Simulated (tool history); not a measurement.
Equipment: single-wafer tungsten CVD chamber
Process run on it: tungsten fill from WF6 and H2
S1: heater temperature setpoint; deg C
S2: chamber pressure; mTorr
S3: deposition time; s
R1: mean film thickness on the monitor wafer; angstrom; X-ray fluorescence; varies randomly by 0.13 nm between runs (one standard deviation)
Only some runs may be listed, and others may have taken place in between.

| run | hour | S1 | S2 | S3 | R1 |
|---|---|---|---|---|---|
| 1 | 0 | 385 | 52100 | 12.5 | 346.46 |
| 2 | 8.3 | 383 | 52000 | 12.5 | 336.12 |
| 3 | 15.4 | 383 | 47800 | 12.5 | 324.73 |
| 4 | 19.5 | 383 | 47800 | 11.9 | 310.57 |
| 5 | 21.3 | 382 | 47800 | 11.9 | 307.45 |
| 6 | 30 | 381 | 47700 | 11.9 | 302 |

Expected results for the next run?
| 7 | 32 | 380 | 47600 | 11.9 | ? |

For run 7 the tool returned R1 292.88 angstrom.
